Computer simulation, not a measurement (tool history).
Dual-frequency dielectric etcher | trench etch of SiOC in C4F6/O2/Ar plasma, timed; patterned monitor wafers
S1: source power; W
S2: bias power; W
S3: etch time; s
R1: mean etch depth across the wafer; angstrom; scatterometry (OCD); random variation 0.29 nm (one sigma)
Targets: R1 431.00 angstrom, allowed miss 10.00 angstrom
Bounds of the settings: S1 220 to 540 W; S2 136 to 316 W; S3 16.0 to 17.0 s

run  hour   S1   S2    S3      R1
  1   0.0  380  226  16.0  373.85
  2   5.2  380  226  17.0  396.80
  3  10.1  380  226  16.0  371.65
  4  17.7  400  229  16.0  379.97
  5  26.4  400  213  16.0  372.49
  6  33.4  450  213  16.0  390.07
  7  35.6  460  216  16.0  389.71
  8  41.4  470  222  16.0  400.19
  9  48.0  480  225  16.0  402.92

Which of these 5 next moves meets every target?
  A  54.6  460  252  16.5   ?
  B  54.6  410  211  16.0   ?
  C  54.6  470  282  17.0   ?
  D  54.6  430  216  16.0   ?
  E  54.6  490  202  16.5   ?

move      R1
   A  425.98
   B  372.16
   C  460.76
   D  381.61
   E  402.48
A: meets every target
B: further off than the last run
C: takes the result that was furthest off past its target
D: further off than the last run
E: as far off as the last run
Move A is the one to make.

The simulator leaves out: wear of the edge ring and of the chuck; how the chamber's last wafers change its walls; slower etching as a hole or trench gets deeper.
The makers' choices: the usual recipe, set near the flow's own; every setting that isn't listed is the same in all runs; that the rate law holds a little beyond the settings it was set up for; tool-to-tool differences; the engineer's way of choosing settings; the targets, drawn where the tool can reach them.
